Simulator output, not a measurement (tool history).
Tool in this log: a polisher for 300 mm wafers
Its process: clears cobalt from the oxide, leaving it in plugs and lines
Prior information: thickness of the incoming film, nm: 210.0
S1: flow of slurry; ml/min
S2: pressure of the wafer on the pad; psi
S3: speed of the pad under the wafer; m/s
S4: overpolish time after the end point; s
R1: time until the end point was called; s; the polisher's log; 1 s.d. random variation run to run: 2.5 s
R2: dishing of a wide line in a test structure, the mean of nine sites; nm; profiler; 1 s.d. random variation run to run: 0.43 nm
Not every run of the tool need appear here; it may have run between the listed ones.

run  hour   S1   S2    S3  S4      R1      R2
  1     0  275  1.4  0.94  16  77.032  33.645
  2   5.2  275  1.4  0.94  22  75.999  44.709
  3   6.6  275  1.4  0.82  22  87.036  39.734
  4  14.3  275  1.2  0.82  22     102  35.462
  5  22.7  275  1.2  0.82  17  100.85  28.662
  6  28.5  205  1.2  0.82  17  105.14  27.456
  7  36.6  205  1.2  0.82  17  104.81   26.94
  8  45.1  200  1.1  0.74  18  129.88  24.651

Estimate the outcome of run 9 from the log above:
  9  53.7  190  0.7  0.58  20   ?   ?

R1: 247.88 s
R2: 15.654 nm
